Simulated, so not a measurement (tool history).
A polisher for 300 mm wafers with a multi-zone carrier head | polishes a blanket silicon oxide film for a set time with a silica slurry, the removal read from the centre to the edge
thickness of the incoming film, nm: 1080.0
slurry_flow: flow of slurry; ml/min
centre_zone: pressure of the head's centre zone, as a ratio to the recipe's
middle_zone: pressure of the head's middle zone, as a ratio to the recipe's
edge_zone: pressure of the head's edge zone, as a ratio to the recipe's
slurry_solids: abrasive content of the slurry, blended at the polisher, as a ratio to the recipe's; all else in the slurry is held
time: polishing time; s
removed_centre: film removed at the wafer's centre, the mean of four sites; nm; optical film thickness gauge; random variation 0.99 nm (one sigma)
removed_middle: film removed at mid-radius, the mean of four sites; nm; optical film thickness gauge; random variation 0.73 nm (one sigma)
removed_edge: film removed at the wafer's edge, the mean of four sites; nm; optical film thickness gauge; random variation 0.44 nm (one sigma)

{"run": 1, "day": 0.0, "slurry_flow": 280, "centre_zone": 1, "middle_zone": 1, "edge_zone": 1, "slurry_solids": 1, "time": 36, "removed_centre": 100.03, "removed_middle": 97.055, "removed_edge": 92.642}
{"run": 2, "day": 0.112, "slurry_flow": 280, "centre_zone": 1.01, "middle_zone": 0.98, "edge_zone": 0.97, "slurry_solids": 0.9, "time": 35, "removed_centre": 90.966, "removed_middle": 88.961, "removed_edge": 84.31}
{"run": 3, "day": 0.342, "slurry_flow": 280, "centre_zone": 0.96, "middle_zone": 0.98, "edge_zone": 0.97, "slurry_solids": 0.9, "time": 35, "removed_centre": 87.287, "removed_middle": 90.048, "removed_edge": 84.778}
{"run": 4, "day": 0.671, "slurry_flow": 280, "centre_zone": 1, "middle_zone": 0.95, "edge_zone": 0.95, "slurry_solids": 0.8, "time": 34, "removed_centre": 84.111, "removed_middle": 81.685, "removed_edge": 77.827}
{"run": 5, "day": 0.921, "slurry_flow": 280, "centre_zone": 1, "middle_zone": 1.02, "edge_zone": 0.95, "slurry_solids": 0.8, "time": 34, "removed_centre": 85.655, "removed_middle": 86.092, "removed_edge": 78.067}
{"run": 6, "day": 1.025, "slurry_flow": 275, "centre_zone": 1.02, "middle_zone": 0.98, "edge_zone": 0.94, "slurry_solids": 0.75, "time": 33, "removed_centre": 81.675, "removed_middle": 79.378, "removed_edge": 74.375}

Forecast run 7:
{"day": 1.296, "done": "edge zone pressure recalibrated"}
{"run": 7, "day": 1.296, "slurry_flow": 280, "centre_zone": 1.12, "middle_zone": 0.88, "edge_zone": 0.86, "slurry_solids": 0.5, "time": 28, "removed_centre": "?", "removed_middle": "?", "removed_edge": "?"}

removed_centre: 65.756 nm
removed_middle: 52.141 nm
removed_edge: 54.312 nm

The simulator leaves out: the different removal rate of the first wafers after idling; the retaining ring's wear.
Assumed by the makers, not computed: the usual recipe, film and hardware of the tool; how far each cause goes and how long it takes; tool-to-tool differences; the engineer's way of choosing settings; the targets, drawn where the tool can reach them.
